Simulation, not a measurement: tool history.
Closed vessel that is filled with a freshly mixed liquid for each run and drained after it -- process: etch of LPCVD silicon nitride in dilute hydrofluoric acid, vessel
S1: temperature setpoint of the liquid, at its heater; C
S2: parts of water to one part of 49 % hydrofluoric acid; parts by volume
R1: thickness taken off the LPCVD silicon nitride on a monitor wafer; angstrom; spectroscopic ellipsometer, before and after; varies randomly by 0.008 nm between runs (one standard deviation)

{"run": 1, "hour": 0.0, "S1": 23, "S2": 210, "time in the liquid (s)": 940, "R1": 23.799}
{"run": 2, "hour": 5.8, "S1": 23, "S2": 210, "time in the liquid (s)": 735, "R1": 18.661}
{"run": 3, "hour": 6.8, "S1": 26, "S2": 210, "time in the liquid (s)": 735, "R1": 22.337}
{"run": 4, "hour": 11.8, "S1": 26, "S2": 210, "time in the liquid (s)": 940, "R1": 28.94}
{"run": 5, "hour": 20.7, "S1": 27.5, "S2": 210, "time in the liquid (s)": 940, "R1": 31.464}
{"run": 6, "hour": 22.6, "S1": 27.5, "S2": 235, "time in the liquid (s)": 940, "R1": 27.853}
{"run": 7, "hour": 26.7, "S1": 26, "S2": 235, "time in the liquid (s)": 940, "R1": 26.001}
{"run": 8, "hour": 33.8, "S1": 24.5, "S2": 240, "time in the liquid (s)": 940, "R1": 23.122}

Expected results for the next run?
{"run": 9, "hour": 35.0, "S1": 23.5, "S2": 245, "time in the liquid (s)": 940, "R1": "?"}

{"run 9": {"R1": 21.1}}

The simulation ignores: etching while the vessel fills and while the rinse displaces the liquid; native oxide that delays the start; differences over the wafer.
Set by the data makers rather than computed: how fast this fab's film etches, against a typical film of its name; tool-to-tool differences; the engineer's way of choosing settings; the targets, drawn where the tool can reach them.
